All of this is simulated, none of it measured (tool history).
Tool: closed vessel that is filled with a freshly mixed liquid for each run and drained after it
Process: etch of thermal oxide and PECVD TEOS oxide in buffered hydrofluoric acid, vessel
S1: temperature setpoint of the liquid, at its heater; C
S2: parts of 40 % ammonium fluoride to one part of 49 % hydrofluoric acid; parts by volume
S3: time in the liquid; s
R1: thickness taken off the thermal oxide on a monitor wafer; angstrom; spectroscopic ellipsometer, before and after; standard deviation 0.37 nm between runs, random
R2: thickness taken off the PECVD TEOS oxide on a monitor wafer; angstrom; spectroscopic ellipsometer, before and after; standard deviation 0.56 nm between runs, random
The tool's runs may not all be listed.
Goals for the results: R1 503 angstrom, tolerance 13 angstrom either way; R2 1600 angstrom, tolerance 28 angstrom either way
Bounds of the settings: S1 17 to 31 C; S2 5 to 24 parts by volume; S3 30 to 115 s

run  hour    S1    S2  S3      R1      R2
  1     0    23  14.5  60  418.17  1334.3
  2   5.1  23.5  14.5  60  433.92  1368.3
  3   6.7    24  14.5  60  435.71  1398.6
  4  14.9    24  14.5  50  364.03  1176.5
  5  20.4    24  14.5  30  220.47  700.54
  6  24.5    27  14.5  30  257.54  817.91
  7  31.1  27.5  13.5  30  285.65  911.77
  8  34.1    31   8.5  30  521.25  1670.7

4 next moves are on the table. One of them brings every result within its allowed miss. Which?
  A  37.1  31    23  75   ?   ?
  B  37.1  31    13  40   ?   ?
  C  37.1  31  17.5  60   ?   ?
  D  37.1  31  15.5  50   ?   ?

move      R1      R2
   A   527.9  1690.6
   B  472.46  1513.1
   C  529.67  1696.3
   D  497.18  1592.2
A: lands further from the targets than the last run did
B: moves the result that the last run missed by most past its target, out the other side
C: lands further from the targets than the last run did
D: every result within its allowed miss
D is the move that brings every result within its allowed miss.
